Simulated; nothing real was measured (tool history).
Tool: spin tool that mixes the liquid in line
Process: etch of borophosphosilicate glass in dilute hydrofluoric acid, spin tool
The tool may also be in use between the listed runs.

run	day	temperature setpoint of the liquid (C)	parts of water to one part of 49 % hydrofluoric acid (parts by volume)	time under the liquid (s)	thickness taken off the borophosphosilicate glass on a monitor wafer (nm)
1	0	21	110	45	23.87
2	0.333	21	145	45	17.543
3	0.462	21	180	45	13.463
4	0.821	21	180	45	13.525
5	1.183	21	180	45	13.581
6	1.533	19.5	180	45	12.61
7	1.558	21.5	180	45	13.869
8	1.779	21.5	180	45	13.732

Run 9 comes next. What will it give?
9	2.05	23	180	45	?

Run 9 gave thickness taken off the borophosphosilicate glass on a monitor wafer (nm) 14.586.

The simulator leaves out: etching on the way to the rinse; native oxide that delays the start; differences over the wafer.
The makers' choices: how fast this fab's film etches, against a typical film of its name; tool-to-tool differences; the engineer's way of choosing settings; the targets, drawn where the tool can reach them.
